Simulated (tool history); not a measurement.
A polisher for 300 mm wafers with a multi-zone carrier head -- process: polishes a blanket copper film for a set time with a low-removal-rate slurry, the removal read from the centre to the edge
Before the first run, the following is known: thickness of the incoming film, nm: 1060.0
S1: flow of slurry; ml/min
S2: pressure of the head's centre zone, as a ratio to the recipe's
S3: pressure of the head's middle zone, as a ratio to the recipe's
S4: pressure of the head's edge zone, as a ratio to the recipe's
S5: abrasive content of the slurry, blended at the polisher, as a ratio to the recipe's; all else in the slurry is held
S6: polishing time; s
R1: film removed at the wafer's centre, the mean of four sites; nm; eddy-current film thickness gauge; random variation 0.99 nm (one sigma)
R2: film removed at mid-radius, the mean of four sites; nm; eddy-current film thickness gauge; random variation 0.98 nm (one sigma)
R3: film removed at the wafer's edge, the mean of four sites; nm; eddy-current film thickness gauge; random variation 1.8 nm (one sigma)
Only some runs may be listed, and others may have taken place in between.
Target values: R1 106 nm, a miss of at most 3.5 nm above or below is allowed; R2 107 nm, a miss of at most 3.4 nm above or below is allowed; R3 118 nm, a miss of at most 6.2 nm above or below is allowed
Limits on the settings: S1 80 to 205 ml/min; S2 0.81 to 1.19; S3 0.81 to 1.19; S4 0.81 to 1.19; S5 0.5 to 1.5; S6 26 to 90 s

| run | hour | S1 | S2 | S3 | S4 | S5 | S6 | R1 | R2 | R3 |
|---|---|---|---|---|---|---|---|---|---|---|
| 1 | 0 | 135 | 1 | 1 | 1 | 1 | 58 | 185.23 | 186.04 | 191.66 |
| 2 | 4.2 | 130 | 0.98 | 0.97 | 0.97 | 0.9 | 54 | 162.43 | 166.59 | 168 |
| 3 | 11.5 | 125 | 0.97 | 0.94 | 0.98 | 0.8 | 51 | 146.66 | 146.66 | 156.11 |
| 4 | 19 | 125 | 0.94 | 0.94 | 0.98 | 0.8 | 51 | 141.92 | 145.9 | 153.2 |
| 5 | 23.5 | 125 | 0.94 | 0.94 | 0.89 | 0.8 | 51 | 139.52 | 146.29 | 147.46 |
| 6 | 30.7 | 120 | 0.93 | 0.91 | 0.88 | 0.75 | 50 | 133.06 | 135.2 | 140.07 |
| 7 | 39.3 | 115 | 0.91 | 0.89 | 0.87 | 0.7 | 50 | 125.38 | 129.77 | 138.95 |
| 8 | 42.6 | 110 | 0.92 | 0.85 | 0.82 | 0.5 | 43 | 98.32 | 94.146 | 104.49 |
| 9 | 47.7 | 120 | 0.91 | 0.86 | 0.84 | 0.5 | 43 | 100.22 | 100.27 | 109.04 |
| 10 | 51 | 125 | 0.91 | 0.86 | 0.85 | 0.5 | 43 | 101.36 | 99.585 | 105.21 |
| 11 | 54.5 | 120 | 0.91 | 0.87 | 0.87 | 0.55 | 43 | 103.28 | 102.13 | 112.98 |
| 12 | 61.1 | 120 | 0.91 | 0.87 | 0.88 | 0.55 | 43 | 101.88 | 103.77 | 112.95 |
| 13 | 70 | 120 | 0.91 | 0.87 | 0.89 | 0.55 | 43 | 101.55 | 102.41 | 111.92 |
| 14 | 77.7 | 120 | 0.91 | 0.87 | 0.9 | 0.55 | 43 | 102.66 | 102.2 | 111.94 |
| 15 | 84.1 | 120 | 0.91 | 0.87 | 0.91 | 0.55 | 43 | 100.71 | 102.65 | 114.45 |

Which single option among these 4 for the next run brings every result within its allowed miss of target? Just one does.
| A | 90.5 | 130 | 0.83 | 0.86 | 0.91 | 0.5 | 44 | ? | ? | ? |
| B | 90.5 | 115 | 0.87 | 0.9 | 0.93 | 0.5 | 44 | ? | ? | ? |
| C | 90.5 | 165 | 0.96 | 0.96 | 0.88 | 0.5 | 40 | ? | ? | ? |
| D | 90.5 | 135 | 0.88 | 0.86 | 0.91 | 0.5 | 45 | ? | ? | ? |

| move | R1 | R2 | R3 |
|---|---|---|---|
| A | 95.571 | 103.5 | 118.06 |
| B | 96.66 | 104.07 | 116.56 |
| C | 106.61 | 108.37 | 109.45 |
| D | 104.74 | 106.78 | 121.51 |
A: misses by more than the last run did
B: misses by more than the last run did
C: meets the target for the result that was furthest off, but another lies outside its allowed miss
D: every result lands within tolerance
Go with D: it meets all targets.
